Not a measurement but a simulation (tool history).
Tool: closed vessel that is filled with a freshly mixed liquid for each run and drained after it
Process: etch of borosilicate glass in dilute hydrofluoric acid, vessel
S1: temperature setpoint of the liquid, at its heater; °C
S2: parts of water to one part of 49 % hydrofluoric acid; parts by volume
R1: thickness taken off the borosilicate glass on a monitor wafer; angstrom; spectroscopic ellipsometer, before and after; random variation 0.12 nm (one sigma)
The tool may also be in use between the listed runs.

Run 1, day 0.000: S1 26.0 °C, S2 105 parts by volume, time in the liquid (s) 30. Result: R1 90.613 angstrom.
Run 2, day 0.117: S1 26.0 °C, S2 105 parts by volume, time in the liquid (s) 30. Result: R1 89.255 angstrom.
Run 3, day 0.446: S1 27.0 °C, S2 100 parts by volume, time in the liquid (s) 30. Result: R1 98.626 angstrom.
Run 4, day 0.658: S1 29.5 °C, S2 100 parts by volume, time in the liquid (s) 30. Result: R1 111.310 angstrom.
Run 5, day 0.725: S1 30.0 °C, S2 100 parts by volume, time in the liquid (s) 30. Result: R1 111.340 angstrom.
Run 6, day 0.929: S1 30.5 °C, S2 100 parts by volume, time in the liquid (s) 30. Result: R1 113.400 angstrom.
Run 7, day 1.208: S1 31.0 °C, S2 100 parts by volume, time in the liquid (s) 30. Result: R1 117.160 angstrom.

Forecast run 8:
Run 8, day 1.388: S1 31.5 °C, S2 100 parts by volume, time in the liquid (s) 30. Result: R1 ?.

Run 8 gave R1 117.740 angstrom.
